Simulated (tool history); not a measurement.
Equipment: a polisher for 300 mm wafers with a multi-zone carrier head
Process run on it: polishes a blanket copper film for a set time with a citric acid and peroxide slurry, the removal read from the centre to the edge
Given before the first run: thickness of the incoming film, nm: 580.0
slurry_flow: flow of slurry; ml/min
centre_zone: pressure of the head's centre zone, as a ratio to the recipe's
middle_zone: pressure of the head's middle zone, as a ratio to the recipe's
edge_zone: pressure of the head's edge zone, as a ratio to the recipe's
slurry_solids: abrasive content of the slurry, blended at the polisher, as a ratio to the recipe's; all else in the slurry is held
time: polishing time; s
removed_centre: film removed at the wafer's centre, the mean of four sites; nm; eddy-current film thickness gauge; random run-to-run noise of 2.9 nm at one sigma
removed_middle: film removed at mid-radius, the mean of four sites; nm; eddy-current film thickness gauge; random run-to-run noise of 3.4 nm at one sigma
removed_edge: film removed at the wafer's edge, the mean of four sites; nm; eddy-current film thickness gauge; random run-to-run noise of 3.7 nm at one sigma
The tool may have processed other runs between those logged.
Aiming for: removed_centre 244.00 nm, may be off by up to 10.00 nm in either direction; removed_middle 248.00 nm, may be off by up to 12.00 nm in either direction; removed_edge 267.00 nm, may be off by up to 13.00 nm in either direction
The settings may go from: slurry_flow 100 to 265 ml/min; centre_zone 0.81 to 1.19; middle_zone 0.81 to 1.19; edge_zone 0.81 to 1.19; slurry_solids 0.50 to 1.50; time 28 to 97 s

{"run": 1, "hour": 0.0, "slurry_flow": 170, "centre_zone": 1.0, "middle_zone": 1.0, "edge_zone": 1.0, "slurry_solids": 1.0, "time": 62, "removed_centre": 166.97, "removed_middle": 175.87, "removed_edge": 168.33}
{"run": 2, "hour": 6.5, "slurry_flow": 170, "centre_zone": 1.0, "middle_zone": 1.0, "edge_zone": 1.0, "slurry_solids": 1.1, "time": 62, "removed_centre": 174.45, "removed_middle": 175.02, "removed_edge": 173.55}
{"run": 3, "hour": 15.0, "slurry_flow": 170, "centre_zone": 0.96, "middle_zone": 1.0, "edge_zone": 1.0, "slurry_solids": 1.1, "time": 62, "removed_centre": 168.5, "removed_middle": 178.84, "removed_edge": 171.62}
{"run": 4, "hour": 22.3, "slurry_flow": 170, "centre_zone": 0.95, "middle_zone": 1.0, "edge_zone": 1.04, "slurry_solids": 1.2, "time": 66, "removed_centre": 181.73, "removed_middle": 194.5, "removed_edge": 185.3}
{"run": 5, "hour": 29.0, "slurry_flow": 165, "centre_zone": 0.93, "middle_zone": 0.96, "edge_zone": 1.06, "slurry_solids": 1.25, "time": 71, "removed_centre": 195.25, "removed_middle": 204.69, "removed_edge": 203.59}
{"run": 6, "hour": 31.3, "slurry_flow": 165, "centre_zone": 0.93, "middle_zone": 0.96, "edge_zone": 1.06, "slurry_solids": 1.15, "time": 71, "removed_centre": 189.74, "removed_middle": 201.04, "removed_edge": 205.99}
{"run": 7, "hour": 32.4, "slurry_flow": 170, "centre_zone": 0.93, "middle_zone": 0.95, "edge_zone": 1.08, "slurry_solids": 1.2, "time": 74, "removed_centre": 201.2, "removed_middle": 211.18, "removed_edge": 212.07}
{"run": 8, "hour": 39.8, "slurry_flow": 120, "centre_zone": 0.9, "middle_zone": 0.86, "edge_zone": 1.1, "slurry_solids": 1.15, "time": 92, "removed_centre": 226.46, "removed_middle": 229.93, "removed_edge": 256.08}

5 next moves are on the table. One of them brings every result within its allowed miss. Which?
{"run": "A", "hour": 47.2, "slurry_flow": 125, "centre_zone": 0.81, "middle_zone": 0.96, "edge_zone": 1.09, "slurry_solids": 1.2, "time": 96, "removed_centre": "?", "removed_middle": "?", "removed_edge": "?"}
{"run": "B", "hour": 47.2, "slurry_flow": 110, "centre_zone": 0.86, "middle_zone": 0.92, "edge_zone": 1.14, "slurry_solids": 1.1, "time": 88, "removed_centre": "?", "removed_middle": "?", "removed_edge": "?"}
{"run": "C", "hour": 47.2, "slurry_flow": 160, "centre_zone": 0.93, "middle_zone": 0.92, "edge_zone": 1.1, "slurry_solids": 1.4, "time": 87, "removed_centre": "?", "removed_middle": "?", "removed_edge": "?"}
{"run": "D", "hour": 47.2, "slurry_flow": 100, "centre_zone": 0.85, "middle_zone": 1.06, "edge_zone": 1.1, "slurry_solids": 1.0, "time": 92, "removed_centre": "?", "removed_middle": "?", "removed_edge": "?"}
{"run": "E", "hour": 47.2, "slurry_flow": 120, "centre_zone": 1.02, "middle_zone": 0.82, "edge_zone": 1.08, "slurry_solids": 1.15, "time": 92, "removed_centre": "?", "removed_middle": "?", "removed_edge": "?"}

move=A removed_centre=217.17 removed_middle=255.85 removed_edge=275.83
move=B removed_centre=202.14 removed_middle=216.88 removed_edge=249.02
move=C removed_centre=244.91 removed_middle=241.10 removed_edge=268.21
move=D removed_centre=200.38 removed_middle=245.39 removed_edge=246.50
move=E removed_centre=257.61 removed_middle=211.27 removed_edge=259.62
A: its largest miss is bigger than the last run's
B: its largest miss is bigger than the last run's
C: in spec on every target
D: its largest miss is bigger than the last run's
E: carries the result that was furthest off beyond its target, to the other side
Correct choice: C, which meets every target

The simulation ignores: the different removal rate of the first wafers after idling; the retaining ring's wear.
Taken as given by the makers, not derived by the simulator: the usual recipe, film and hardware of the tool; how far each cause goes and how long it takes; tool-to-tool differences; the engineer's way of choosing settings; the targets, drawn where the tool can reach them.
